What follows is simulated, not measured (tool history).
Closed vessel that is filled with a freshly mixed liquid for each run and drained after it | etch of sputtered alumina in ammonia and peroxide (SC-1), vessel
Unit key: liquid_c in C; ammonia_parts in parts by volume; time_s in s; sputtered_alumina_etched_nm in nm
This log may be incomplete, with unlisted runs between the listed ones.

| run | day | liquid_c | ammonia_parts | time_s | sputtered_alumina_etched_nm |
|---|---|---|---|---|---|
| 1 | 0.000 | 57.0 | 0.90 | 410 | 23.244 |
| 2 | 0.042 | 57.0 | 1.05 | 410 | 23.626 |
| 3 | 0.221 | 62.5 | 1.05 | 410 | 31.012 |
| 4 | 0.300 | 55.5 | 1.05 | 410 | 21.513 |
| 5 | 0.362 | 53.5 | 1.05 | 410 | 19.430 |
| 6 | 0.725 | 51.5 | 1.05 | 410 | 17.555 |

Forecast run 7:
| 7 | 0.792 | 50.0 | 1.05 | 410 | ? |

Run 7 came out at sputtered_alumina_etched_nm 16.121 nm.
